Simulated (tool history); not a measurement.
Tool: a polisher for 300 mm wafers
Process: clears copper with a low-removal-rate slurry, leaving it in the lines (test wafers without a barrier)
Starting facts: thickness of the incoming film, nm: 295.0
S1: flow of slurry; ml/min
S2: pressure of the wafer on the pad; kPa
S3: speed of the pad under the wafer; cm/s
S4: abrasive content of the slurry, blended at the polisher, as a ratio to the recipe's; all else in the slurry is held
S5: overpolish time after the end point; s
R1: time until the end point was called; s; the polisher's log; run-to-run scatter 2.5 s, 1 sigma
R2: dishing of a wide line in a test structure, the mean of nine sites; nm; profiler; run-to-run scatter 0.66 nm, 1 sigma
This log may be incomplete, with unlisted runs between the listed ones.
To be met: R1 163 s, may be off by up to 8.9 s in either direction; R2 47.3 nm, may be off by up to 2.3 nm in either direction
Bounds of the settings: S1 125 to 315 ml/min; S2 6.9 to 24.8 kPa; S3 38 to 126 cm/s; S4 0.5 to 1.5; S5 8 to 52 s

run  hour   S1    S2  S3  S4  S5      R1      R2
  1     0  205  15.9  82   1  26  158.01  31.966
  2     5  175  15.9  82   1  26  158.74  31.874
  3   8.7  175  15.9  82   1  29  162.53  33.872
  4  17.6  175  15.9  82   1  31  162.41  36.787
  5  19.9  175  15.9  70   1  31   182.4  33.019
  6  22.6  175  15.9  70   1  24  188.95  25.713
  7  23.5  170  17.9  68   1  37  173.53   40.72
  8  30.1  170  17.9  68   1  38   167.4  41.346
  9  35.2  170  17.9  68   1  39   172.4  42.496
 10  41.1  170  18.6  68   1  40  160.55  45.473

Pick the move, out of 4, that brings all results within their allowed miss; only one does.
  A    47  220  18.6  62  0.9  38   ?   ?
  B    47  185  18.6  68  0.9  38   ?   ?
  C    47  190    20  68  0.8  36   ?   ?
  D    47  140  17.9  76    1  44   ?   ?

move      R1      R2
   A  174.55  41.442
   B  165.55  43.111
   C  156.68  43.344
   D  161.71  48.572
A: further off than the last run
B: further off than the last run
C: further off than the last run
D: each result inside its tolerance
Go with D: it meets all targets.
